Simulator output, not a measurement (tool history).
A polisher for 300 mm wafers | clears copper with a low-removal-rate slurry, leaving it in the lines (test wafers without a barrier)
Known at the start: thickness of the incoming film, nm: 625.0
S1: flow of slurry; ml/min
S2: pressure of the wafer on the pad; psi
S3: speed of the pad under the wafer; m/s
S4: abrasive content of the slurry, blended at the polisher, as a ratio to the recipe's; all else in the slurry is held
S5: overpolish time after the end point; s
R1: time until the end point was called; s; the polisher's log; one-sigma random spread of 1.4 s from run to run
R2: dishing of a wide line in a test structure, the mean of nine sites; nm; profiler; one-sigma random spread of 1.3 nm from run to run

run  hour   S1   S2    S3   S4  S5      R1      R2
  1   0.0  315  4.1  1.16  1.0  18  142.16  48.510
  2   8.6  360  4.1  1.16  1.0  18  138.01  49.303
  3  13.2  360  4.1  1.06  1.0  18  157.24  45.776
  4  18.4  360  4.1  1.06  1.0  15  153.98  39.694
  5  19.3  360  4.1  0.82  1.0  15  197.58  32.970
  6  23.0  400  4.1  0.82  1.0  15  190.88  32.806
  7  27.7  395  4.3  0.88  1.0  16  176.08  37.699
  8  29.3  395  4.5  0.94  1.0  17  157.99  42.066
  9  32.2  395  4.6  1.00  1.0  18  147.42  47.711
 10  36.0  395  4.8  1.04  1.0  18  135.54  50.350

For run 11, what comes out?
 11  39.8  395  4.9  1.08  1.0  19   ?   ?

For run 11 the tool returned R1 125.91 s, R2 56.345 nm.

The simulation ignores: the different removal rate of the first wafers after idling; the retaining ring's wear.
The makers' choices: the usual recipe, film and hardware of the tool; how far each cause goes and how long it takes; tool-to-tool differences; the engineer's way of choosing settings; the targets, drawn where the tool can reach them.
